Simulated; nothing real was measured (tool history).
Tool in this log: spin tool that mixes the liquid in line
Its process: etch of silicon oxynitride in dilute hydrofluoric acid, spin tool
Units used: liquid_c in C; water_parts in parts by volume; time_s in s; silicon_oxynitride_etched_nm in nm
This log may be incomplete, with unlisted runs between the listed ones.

run	day	liquid_c	water_parts	time_s	silicon_oxynitride_etched_nm
1	0	22	130	280	8.7256
2	0.071	19.5	130	280	7.7955
3	0.142	22	130	280	8.7384
4	0.517	23.5	130	280	9.4182
5	0.708	23.5	115	280	10.85
6	0.929	23.5	75	280	16.915
7	1.238	21.5	75	280	15.55
8	1.483	20.5	80	280	13.747

Forecast run 9:
9	1.704	19.5	80	280	?

silicon_oxynitride_etched_nm: 13.101 nm

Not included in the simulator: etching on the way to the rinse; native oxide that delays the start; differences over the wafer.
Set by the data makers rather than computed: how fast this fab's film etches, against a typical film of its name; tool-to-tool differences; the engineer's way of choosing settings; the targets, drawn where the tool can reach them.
